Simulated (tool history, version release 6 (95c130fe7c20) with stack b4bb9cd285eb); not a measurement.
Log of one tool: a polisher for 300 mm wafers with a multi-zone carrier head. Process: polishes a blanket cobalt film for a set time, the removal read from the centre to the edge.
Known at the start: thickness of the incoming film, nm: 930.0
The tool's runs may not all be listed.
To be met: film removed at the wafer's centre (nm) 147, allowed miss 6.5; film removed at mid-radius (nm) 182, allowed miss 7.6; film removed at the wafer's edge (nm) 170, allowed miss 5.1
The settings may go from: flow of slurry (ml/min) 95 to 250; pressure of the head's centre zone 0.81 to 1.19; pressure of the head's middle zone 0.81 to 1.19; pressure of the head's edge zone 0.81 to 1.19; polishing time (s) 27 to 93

run  hour  flow of slurry (ml/min)  pressure of the head's centre zone  pressure of the head's middle zone  pressure of the head's edge zone  polishing time (s)  film removed at the wafer's centre (nm)  film removed at mid-radius (nm)  film removed at the wafer's edge (nm)
  1     0                      160                                   1                                   1                                 1                  59                                   191.45                           190.41                                 197.24
  2   1.1                      160                                   1                                   1                              1.04                  59                                   183.78                           189.08                                 201.62
  3   8.5                      155                                0.97                                1.02                              1.02                  58                                    174.9                           187.73                                 195.14
  4  11.4                      155                                0.97                                1.02                              1.02                  66                                   199.44                            213.6                                 225.96
  5  16.4                      155                                0.97                                1.02                              1.06                  66                                   202.76                           214.77                                 229.61
  6    17                      115                                0.97                                1.02                              1.06                  66                                   190.03                           199.24                                 216.56
       20  -- worn pad replaced by a new one
  7    20                      105                                0.87                                1.11                              0.96                  56                                   151.65                            197.6                                 190.78
  8  25.7                      105                                0.88                                1.11                              0.94                  55                                   148.44                           188.84                                 183.91
  9    34                      105                                0.89                                1.12                              0.92                  54                                   148.04                           189.15                                  178.9

Which of these 4 next moves meets every target?
  A  42.3                      130                                0.87                                1.09                              0.97                  53                                        ?                                ?                                      ?
  B  42.3                      135                                0.87                                1.07                              0.89                  45                                        ?                                ?                                      ?
  C  42.3                       95                                0.95                                1.16                              0.94                  52                                        ?                                ?                                      ?
  D  42.3                       95                                 0.9                                 1.1                              0.92                  48                                        ?                                ?                                      ?

move  film removed at the wafer's centre (nm)  film removed at mid-radius (nm)  film removed at the wafer's edge (nm)
   A                                   153.42                            191.9                                 184.14
   B                                   131.62                           161.89                                 151.23
   C                                   146.88                           180.42                                 166.66
   D                                   128.61                           159.19                                 152.42
A: further off than the last run
B: takes the result that was furthest off past its target
C: meets every target
D: takes the result that was furthest off past its target
Answer: C

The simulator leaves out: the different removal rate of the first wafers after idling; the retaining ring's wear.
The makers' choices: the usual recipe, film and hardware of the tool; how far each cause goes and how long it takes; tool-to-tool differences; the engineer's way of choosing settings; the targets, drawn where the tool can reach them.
